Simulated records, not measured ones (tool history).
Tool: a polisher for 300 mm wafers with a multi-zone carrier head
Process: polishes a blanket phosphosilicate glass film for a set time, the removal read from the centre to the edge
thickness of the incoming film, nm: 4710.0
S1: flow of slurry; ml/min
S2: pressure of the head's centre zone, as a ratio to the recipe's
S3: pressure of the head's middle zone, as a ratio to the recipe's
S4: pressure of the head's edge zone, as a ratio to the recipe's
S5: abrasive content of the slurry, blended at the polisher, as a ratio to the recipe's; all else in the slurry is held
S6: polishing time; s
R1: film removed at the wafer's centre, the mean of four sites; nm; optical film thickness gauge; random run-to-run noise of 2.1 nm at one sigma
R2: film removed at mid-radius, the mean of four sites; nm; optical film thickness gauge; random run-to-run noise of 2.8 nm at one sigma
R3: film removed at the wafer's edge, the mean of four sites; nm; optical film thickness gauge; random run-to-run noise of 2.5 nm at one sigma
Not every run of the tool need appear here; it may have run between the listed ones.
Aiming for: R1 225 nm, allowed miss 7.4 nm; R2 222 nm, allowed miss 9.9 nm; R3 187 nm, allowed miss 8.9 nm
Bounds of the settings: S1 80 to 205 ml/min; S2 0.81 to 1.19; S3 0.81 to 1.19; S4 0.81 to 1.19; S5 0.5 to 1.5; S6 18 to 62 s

run	hour	S1	S2	S3	S4	S5	S6	R1	R2	R3
1	0	135	1	1	1	1	40	190.86	194.77	194.18
2	3.4	160	1	1	1	1	40	193.57	203.18	196.91
3	10.9	165	1.03	1.01	0.98	1	40	205.31	204.03	195.91
4	14.5	165	1.03	1.04	0.98	1	40	204.47	207.36	198.86
5	17.8	175	1.04	1.06	0.94	1	40	205.63	215.31	193.4
6	22.8	175	1.04	1.06	0.94	0.85	40	184.43	196.11	179.39
7	25.8	180	1.06	1.08	0.93	0.85	40	193.84	196.91	173.78
8	34.2	185	1.07	1.09	0.94	0.85	40	190.43	199.95	174.83
9	41	185	1.08	1.09	0.94	0.9	40	200.54	207.67	183.47
10	43.1	185	1.1	1.1	0.93	0.9	40	206.37	210.68	181.19
11	44.2	185	1.11	1.1	0.93	0.9	40	209.38	207.35	186.19
12	48	190	1.12	1.11	0.92	0.9	40	212.42	211.51	174.61
13	53.9	190	1.12	1.11	0.93	0.9	40	207.98	212.24	184.72
14	57	190	1.13	1.11	0.92	0.9	40	217.19	211.47	180.01
15	60.7	195	1.14	1.12	0.93	0.9	40	215.76	219.54	180.06
16	68.9	195	1.14	1.12	0.94	0.9	40	217.95	207.46	181.38

Which of these 4 next moves meets every target?
A	77.1	200	1.13	1.07	0.97	0.85	42	?	?	?
B	77.1	205	1.16	1.15	0.95	1.1	36	?	?	?
C	77.1	160	1.08	1.08	1.01	0.75	51	?	?	?
D	77.1	185	1.06	1.05	1.17	0.75	47	?	?	?

move	R1	R2	R3
A	217.72	205.91	190.92
B	224.11	219.38	189.14
C	224.26	224.52	211.78
D	206.8	205.54	211.97
A: misses by more than the last run did
B: all results land within tolerance of their targets
C: the furthest-off result lands on target, but another misses its tolerance
D: misses by more than the last run did
The move that meets every target is B.
